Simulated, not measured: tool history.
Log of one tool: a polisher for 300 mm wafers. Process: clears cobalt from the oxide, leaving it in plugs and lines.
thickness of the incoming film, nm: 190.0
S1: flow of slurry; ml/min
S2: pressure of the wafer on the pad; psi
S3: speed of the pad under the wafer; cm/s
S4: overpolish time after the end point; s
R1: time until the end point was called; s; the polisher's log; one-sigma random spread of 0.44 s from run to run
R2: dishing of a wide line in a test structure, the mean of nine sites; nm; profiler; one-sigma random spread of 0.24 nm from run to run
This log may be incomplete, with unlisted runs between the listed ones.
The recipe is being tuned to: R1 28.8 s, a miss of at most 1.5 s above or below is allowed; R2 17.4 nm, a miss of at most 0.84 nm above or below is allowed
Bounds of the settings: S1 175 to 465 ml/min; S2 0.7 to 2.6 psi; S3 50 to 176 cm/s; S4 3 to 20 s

Run 1, hour 0: S1 295 ml/min, S2 1.6 psi, S3 112 cm/s, S4 10 s. Result: R1 42.394 s, R2 32.259 nm.
Run 2, hour 3.3: S1 325 ml/min, S2 1.6 psi, S3 112 cm/s, S4 10 s. Result: R1 41.705 s, R2 31.166 nm.
Run 3, hour 6.1: S1 265 ml/min, S2 1.6 psi, S3 112 cm/s, S4 10 s. Result: R1 42.818 s, R2 31.896 nm.
Run 4, hour 13.7: S1 265 ml/min, S2 1.3 psi, S3 112 cm/s, S4 10 s. Result: R1 49.551 s, R2 29.144 nm.
Run 5, hour 21: S1 230 ml/min, S2 1.3 psi, S3 112 cm/s, S4 10 s. Result: R1 49.094 s, R2 28.963 nm.
Run 6, hour 23.1: S1 230 ml/min, S2 1.7 psi, S3 112 cm/s, S4 10 s. Result: R1 41.412 s, R2 31.683 nm.
Run 7, hour 27.1: S1 225 ml/min, S2 1.8 psi, S3 110 cm/s, S4 9 s. Result: R1 39.66 s, R2 30.746 nm.
Run 8, hour 30.6: S1 220 ml/min, S2 1.9 psi, S3 106 cm/s, S4 8 s. Result: R1 38.878 s, R2 28.757 nm.
Run 9, hour 31.6: S1 215 ml/min, S2 2 psi, S3 104 cm/s, S4 7 s. Result: R1 38.815 s, R2 27.241 nm.
Run 10, hour 34.9: S1 210 ml/min, S2 2.1 psi, S3 102 cm/s, S4 7 s. Result: R1 38.281 s, R2 27.643 nm.
Run 11, hour 38: S1 205 ml/min, S2 2.1 psi, S3 104 cm/s, S4 7 s. Result: R1 37.018 s, R2 27.135 nm.
Run 12, hour 44.5: S1 200 ml/min, S2 2.2 psi, S3 102 cm/s, S4 7 s. Result: R1 37.148 s, R2 27.346 nm.
Run 13, hour 52.4: S1 285 ml/min, S2 1.7 psi, S3 134 cm/s, S4 3 s. Result: R1 33.162 s, R2 15.529 nm.
Run 14, hour 55: S1 285 ml/min, S2 1.9 psi, S3 134 cm/s, S4 3 s. Result: R1 30.637 s, R2 16.135 nm.

Which one of the following 5 next-run settings gets every result inside its allowed miss? There is exactly one.
Run A, hour 57.6: S1 320 ml/min, S2 1.5 psi, S3 150 cm/s, S4 3 s. Result: R1 ?, R2 ?.
Run B, hour 57.6: S1 300 ml/min, S2 1.8 psi, S3 136 cm/s, S4 4 s. Result: R1 ?, R2 ?.
Run C, hour 57.6: S1 225 ml/min, S2 2.2 psi, S3 132 cm/s, S4 3 s. Result: R1 ?, R2 ?.
Run D, hour 57.6: S1 315 ml/min, S2 2 psi, S3 128 cm/s, S4 3 s. Result: R1 ?, R2 ?.
Run E, hour 57.6: S1 320 ml/min, S2 1.7 psi, S3 124 cm/s, S4 3 s. Result: R1 ?, R2 ?.

move      R1      R2
   A  32.474  15.128
   B   31.03   19.86
   C  27.994  17.112
   D  30.012  16.159
   E  35.031  14.186
A: the biggest miss grows against the last run
B: takes the biggest miss from the last run beyond its target
C: every result lands within tolerance
D: about the same distance from the targets as the last run
E: the biggest miss grows against the last run
The right move is C.
